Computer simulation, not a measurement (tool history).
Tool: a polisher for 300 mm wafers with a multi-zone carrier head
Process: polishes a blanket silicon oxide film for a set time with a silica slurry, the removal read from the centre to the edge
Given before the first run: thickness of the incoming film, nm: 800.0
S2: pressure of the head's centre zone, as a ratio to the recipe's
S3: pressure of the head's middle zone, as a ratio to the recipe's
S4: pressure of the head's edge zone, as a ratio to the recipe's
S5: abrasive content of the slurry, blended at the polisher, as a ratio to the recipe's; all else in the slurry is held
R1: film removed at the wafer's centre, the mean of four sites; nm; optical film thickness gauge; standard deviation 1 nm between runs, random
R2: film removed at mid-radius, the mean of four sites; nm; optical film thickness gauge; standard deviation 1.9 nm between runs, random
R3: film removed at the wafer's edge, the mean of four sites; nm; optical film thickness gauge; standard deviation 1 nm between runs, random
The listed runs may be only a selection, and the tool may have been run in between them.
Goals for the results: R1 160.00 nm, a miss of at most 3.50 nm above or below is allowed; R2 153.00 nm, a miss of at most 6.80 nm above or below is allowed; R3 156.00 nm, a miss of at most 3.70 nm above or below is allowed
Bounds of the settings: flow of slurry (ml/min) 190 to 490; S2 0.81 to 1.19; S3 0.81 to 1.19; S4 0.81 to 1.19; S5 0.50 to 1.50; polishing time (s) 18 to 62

run 1 hour=0.0 | flow_of_slurry_(ml/min)=315 S2=1.00 S3=1.00 S4=1.00 S5=1.00 polishing_time_(s)=40 | R1=112.54 R2=115.99 R3=115.04
run 2 hour=5.1 | flow_of_slurry_(ml/min)=315 S2=1.00 S3=1.05 S4=1.00 S5=1.00 polishing_time_(s)=40 | R1=113.97 R2=121.45 R3=115.09
run 3 hour=14.0 | flow_of_slurry_(ml/min)=315 S2=1.00 S3=1.05 S4=0.95 S5=1.00 polishing_time_(s)=40 | R1=111.93 R2=117.93 R3=113.24
run 4 hour=21.6 | flow_of_slurry_(ml/min)=315 S2=1.00 S3=1.12 S4=0.95 S5=1.00 polishing_time_(s)=40 | R1=112.34 R2=129.66 R3=112.27
run 5 hour=23.2 | flow_of_slurry_(ml/min)=315 S2=1.00 S3=1.12 S4=0.95 S5=1.00 polishing_time_(s)=49 | R1=136.65 R2=152.97 R3=138.25
run 6 hour=25.2 | flow_of_slurry_(ml/min)=315 S2=1.00 S3=1.19 S4=0.95 S5=1.00 polishing_time_(s)=49 | R1=138.87 R2=160.67 R3=136.99
run 7 hour=30.7 | flow_of_slurry_(ml/min)=325 S2=1.01 S3=1.17 S4=0.98 S5=1.00 polishing_time_(s)=49 | R1=139.29 R2=159.03 R3=139.09
run 8 hour=31.3 | flow_of_slurry_(ml/min)=330 S2=1.03 S3=1.15 S4=1.01 S5=1.00 polishing_time_(s)=49 | R1=142.67 R2=156.39 R3=143.05
run 9 hour=37.2 | flow_of_slurry_(ml/min)=335 S2=1.05 S3=1.14 S4=1.03 S5=1.00 polishing_time_(s)=49 | R1=146.70 R2=162.67 R3=144.68
run 10 hour=44.4 | flow_of_slurry_(ml/min)=340 S2=1.06 S3=1.11 S4=1.04 S5=1.00 polishing_time_(s)=49 | R1=147.02 R2=153.86 R3=143.67
run 11 hour=46.1 | flow_of_slurry_(ml/min)=340 S2=1.07 S3=1.10 S4=1.06 S5=1.00 polishing_time_(s)=49 | R1=149.19 R2=152.02 R3=146.04
run 12 hour=47.7 | flow_of_slurry_(ml/min)=345 S2=1.08 S3=1.10 S4=1.08 S5=1.00 polishing_time_(s)=49 | R1=151.80 R2=154.86 R3=147.45
run 13 hour=52.2 | flow_of_slurry_(ml/min)=350 S2=1.09 S3=1.09 S4=1.10 S5=1.00 polishing_time_(s)=49 | R1=151.16 R2=155.19 R3=149.68

Which one of the following 5 next-run settings gets every result inside its allowed miss? There is exactly one.
run A hour=56.7 | flow_of_slurry_(ml/min)=230 S2=1.09 S3=1.08 S4=1.10 S5=1.10 polishing_time_(s)=55 | R1=? R2=? R3=?
run B hour=56.7 | flow_of_slurry_(ml/min)=295 S2=1.10 S3=1.19 S4=1.06 S5=1.00 polishing_time_(s)=48 | R1=? R2=? R3=?
run C hour=56.7 | flow_of_slurry_(ml/min)=385 S2=1.10 S3=1.04 S4=1.11 S5=1.00 polishing_time_(s)=51 | R1=? R2=? R3=?
run D hour=56.7 | flow_of_slurry_(ml/min)=395 S2=1.09 S3=1.08 S4=1.07 S5=1.05 polishing_time_(s)=48 | R1=? R2=? R3=?
run E hour=56.7 | flow_of_slurry_(ml/min)=450 S2=1.06 S3=1.19 S4=1.08 S5=1.20 polishing_time_(s)=46 | R1=? R2=? R3=?

move=A R1=168.94 R2=176.33 R3=169.08
move=B R1=146.70 R2=164.41 R3=141.43
move=C R1=159.04 R2=158.61 R3=156.38
move=D R1=151.59 R2=157.51 R3=147.47
move=E R1=150.23 R2=174.26 R3=150.27
A: takes the biggest miss from the last run beyond its target
B: the biggest miss grows against the last run
C: all results in spec
D: about as far from the targets as the last run
E: the biggest miss grows against the last run
C meets every target.
